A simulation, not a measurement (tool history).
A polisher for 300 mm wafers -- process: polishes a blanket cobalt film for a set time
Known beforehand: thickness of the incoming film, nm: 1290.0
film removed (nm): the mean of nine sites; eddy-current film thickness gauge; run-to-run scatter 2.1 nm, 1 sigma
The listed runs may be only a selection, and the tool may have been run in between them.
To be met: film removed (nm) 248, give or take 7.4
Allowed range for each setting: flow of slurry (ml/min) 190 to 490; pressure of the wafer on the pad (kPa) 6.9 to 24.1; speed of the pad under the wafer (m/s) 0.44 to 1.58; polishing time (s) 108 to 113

run  hour  flow of slurry (ml/min)  pressure of the wafer on the pad (kPa)  speed of the pad under the wafer (m/s)  polishing time (s)  film removed (nm)
  1     0                      315                                    15.2                                       1                 108             556.27
  2     9                      315                                    13.8                                    0.96                 108             494.78
  3  15.3                      315                                    13.8                                    1.06                 108             538.93
  4  19.8                      315                                    10.3                                    1.06                 108             423.77
  5  25.1                      315                                     9.7                                       1                 108             386.07
  6  29.3                      315                                       9                                    0.96                 108             344.14
  7  33.9                      315                                       9                                    0.96                 108             346.87
  8  37.6                      315                                       9                                    0.94                 108             334.32
  9  42.1                      315                                       9                                    0.94                 108             343.27
 10    46                      305                                     6.9                                    0.72                 108             211.69
 11  50.3                      315                                     6.9                                    0.72                 108              220.7
 12  59.3                      330                                     6.9                                    0.72                 108             216.15

Exactly one of the 5 candidate moves below puts every result within its allowed miss. Which one?
  A  68.3                      255                                     9.7                                    0.62                 112                  ?
  B  68.3                      320                                     7.6                                     0.7                 109                  ?
  C  68.3                      330                                       9                                    0.62                 110                  ?
  D  68.3                      385                                     7.6                                    0.82                 108                  ?
  E  68.3                      370                                       9                                     0.6                 108                  ?

move  film removed (nm)
   A             248.53
   B             229.18
   C             234.28
   D             267.31
   E             224.49
A: all results land within tolerance of their targets
B: gains on the last run, yet a result remains outside its allowed miss
C: gains on the last run, yet a result remains outside its allowed miss
D: the result that was furthest off in the last run now lies on the other side of its target
E: gains on the last run, yet a result remains outside its allowed miss
Answer: A

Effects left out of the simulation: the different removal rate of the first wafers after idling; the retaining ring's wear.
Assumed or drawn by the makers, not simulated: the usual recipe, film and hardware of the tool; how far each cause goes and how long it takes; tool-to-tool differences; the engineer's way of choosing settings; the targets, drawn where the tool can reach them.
